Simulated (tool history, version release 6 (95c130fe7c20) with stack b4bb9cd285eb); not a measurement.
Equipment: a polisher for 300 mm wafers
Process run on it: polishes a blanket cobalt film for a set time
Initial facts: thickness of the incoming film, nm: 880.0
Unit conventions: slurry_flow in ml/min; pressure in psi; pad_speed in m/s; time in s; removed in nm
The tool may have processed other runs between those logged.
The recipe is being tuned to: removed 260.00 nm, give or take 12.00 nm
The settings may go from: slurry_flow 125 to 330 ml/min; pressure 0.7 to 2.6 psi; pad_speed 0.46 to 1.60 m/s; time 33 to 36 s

run 1 hour=0.0 | slurry_flow=210 pressure=1.6 pad_speed=1.02 time=36 | removed=181.62
run 2 hour=5.7 | slurry_flow=210 pressure=1.7 pad_speed=1.02 time=36 | removed=188.49
run 3 hour=8.5 | slurry_flow=210 pressure=1.8 pad_speed=1.02 time=36 | removed=197.06
run 4 hour=13.6 | slurry_flow=240 pressure=1.8 pad_speed=1.02 time=36 | removed=202.56
run 5 hour=21.7 | slurry_flow=215 pressure=1.8 pad_speed=1.02 time=36 | removed=197.44
run 6 hour=25.0 | slurry_flow=215 pressure=1.9 pad_speed=1.02 time=36 | removed=210.86
run 7 hour=32.9 | slurry_flow=215 pressure=2.0 pad_speed=1.02 time=36 | removed=213.07
run 8 hour=36.4 | slurry_flow=215 pressure=2.1 pad_speed=1.02 time=36 | removed=226.47
run 9 hour=40.0 | slurry_flow=220 pressure=2.3 pad_speed=1.02 time=36 | removed=237.77

Exercise: of the 5 proposed moves below, exactly one satisfies all targets within the stated allowed misses. Which move is it?
run A hour=43.6 | slurry_flow=280 pressure=2.0 pad_speed=0.98 time=33 | removed=?
run B hour=43.6 | slurry_flow=205 pressure=2.2 pad_speed=0.98 time=35 | removed=?
run C hour=43.6 | slurry_flow=225 pressure=2.5 pad_speed=0.92 time=35 | removed=?
run D hour=43.6 | slurry_flow=235 pressure=2.6 pad_speed=1.04 time=36 | removed=?
run E hour=43.6 | slurry_flow=245 pressure=2.4 pad_speed=1.08 time=35 | removed=?

move=A removed=196.61
move=B removed=219.60
move=C removed=232.64
move=D removed=279.94
move=E removed=264.44
A: its largest miss is bigger than the last run's
B: its largest miss is bigger than the last run's
C: its largest miss is bigger than the last run's
D: takes the biggest miss from the last run beyond its target
E: all results in spec
The right move is E.
